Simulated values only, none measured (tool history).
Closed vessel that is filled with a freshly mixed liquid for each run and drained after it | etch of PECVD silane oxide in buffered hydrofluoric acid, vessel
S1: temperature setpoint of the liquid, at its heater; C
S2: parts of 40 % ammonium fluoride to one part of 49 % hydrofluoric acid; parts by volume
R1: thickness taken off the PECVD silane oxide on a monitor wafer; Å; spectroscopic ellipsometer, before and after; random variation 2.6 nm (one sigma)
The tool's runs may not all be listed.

Run 1, day 0.000: S1 23.0 C, S2 16.0 parts by volume, time in the liquid (s) 105. Result: R1 1952.1 Å.
Run 2, day 0.254: S1 24.5 C, S2 16.0 parts by volume, time in the liquid (s) 105. Result: R1 2090.9 Å.
Run 3, day 0.562: S1 24.5 C, S2 16.0 parts by volume, time in the liquid (s) 110. Result: R1 2211.8 Å.
Run 4, day 0.692: S1 24.5 C, S2 18.5 parts by volume, time in the liquid (s) 110. Result: R1 1892.0 Å.
Run 5, day 1.058: S1 24.5 C, S2 23.0 parts by volume, time in the liquid (s) 110. Result: R1 1619.4 Å.
Run 6, day 1.338: S1 24.5 C, S2 23.0 parts by volume, time in the liquid (s) 105. Result: R1 1548.9 Å.
Run 7, day 1.621: S1 26.0 C, S2 21.5 parts by volume, time in the liquid (s) 105. Result: R1 1744.3 Å.

Run 8 comes next. What will it give?
Run 8, day 1.721: S1 27.5 C, S2 20.5 parts by volume, time in the liquid (s) 105. Result: R1 ?.

R1: 1953.5 Å
